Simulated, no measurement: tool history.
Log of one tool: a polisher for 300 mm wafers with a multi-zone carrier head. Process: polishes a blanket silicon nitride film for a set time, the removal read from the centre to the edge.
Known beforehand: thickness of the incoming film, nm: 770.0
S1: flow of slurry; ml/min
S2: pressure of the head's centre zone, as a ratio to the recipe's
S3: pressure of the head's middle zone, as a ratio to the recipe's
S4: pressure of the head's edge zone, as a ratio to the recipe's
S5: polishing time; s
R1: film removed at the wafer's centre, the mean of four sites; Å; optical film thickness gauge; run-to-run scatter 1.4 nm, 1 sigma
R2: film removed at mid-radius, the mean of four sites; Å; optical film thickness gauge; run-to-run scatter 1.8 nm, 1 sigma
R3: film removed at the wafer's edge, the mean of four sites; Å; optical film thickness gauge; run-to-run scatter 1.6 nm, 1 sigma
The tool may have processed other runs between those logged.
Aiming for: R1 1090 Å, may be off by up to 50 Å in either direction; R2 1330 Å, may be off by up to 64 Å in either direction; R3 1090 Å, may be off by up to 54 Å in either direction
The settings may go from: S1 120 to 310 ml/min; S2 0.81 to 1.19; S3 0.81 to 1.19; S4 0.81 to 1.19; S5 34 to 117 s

run    day   S1    S2    S3    S4  S5      R1      R2      R3
  1      0  200     1     1     1  75    1097  1068.8  1025.3
  2  0.271  205  0.99  1.03     1  76  1085.4  1109.5  1087.1
  3   0.35  200  0.99  1.06  0.96  77  1129.8  1155.4  1083.1
  4  0.525  200  0.99  1.06  0.96  63  894.49  946.94  876.03
  5  0.746  210  0.98  1.09  0.93  66  928.05  1030.9  899.26
  6  0.929  210  0.98  1.04  0.93  66  933.82  987.57  877.42
  7  1.058  220  0.98  1.07  0.93  68  955.14  1020.5  951.11
  8  1.321  210  0.97  1.09  0.93  70  1007.6  1042.9  939.63
  9  1.646  230  1.01  1.11  0.92  69  1027.7  1102.9  951.05
 10    1.8  245  0.99  1.13  0.91  70  1019.5  1132.5  947.79
 11  1.975  255  0.98  1.14  0.92  71  1024.9  1142.6  952.94
 12  2.142  260  0.96  1.15  0.93  73  1029.8    1186    1015

Below are 4 possible settings for the next run. Only one of them brings all results inside the allowed miss of their targets. Which is it?
  A  2.308  290  0.87   1.1  1.04  74   ?   ?   ?
  B  2.308  235  0.94  1.19  0.95  68   ?   ?   ?
  C  2.308  260  0.94  1.19  0.95  77   ?   ?   ?
  D  2.308  280   0.9  1.05  1.11  72   ?   ?   ?

move      R1      R2      R3
   A  990.67  1186.6  1091.5
   B  960.85  1140.8  942.94
   C  1101.6  1306.3  1076.8
   D  993.28  1105.5    1095
A: neither nearer nor further off than the last run
B: further off than the last run
C: every result within its allowed miss
D: further off than the last run
The move that meets every target is C.

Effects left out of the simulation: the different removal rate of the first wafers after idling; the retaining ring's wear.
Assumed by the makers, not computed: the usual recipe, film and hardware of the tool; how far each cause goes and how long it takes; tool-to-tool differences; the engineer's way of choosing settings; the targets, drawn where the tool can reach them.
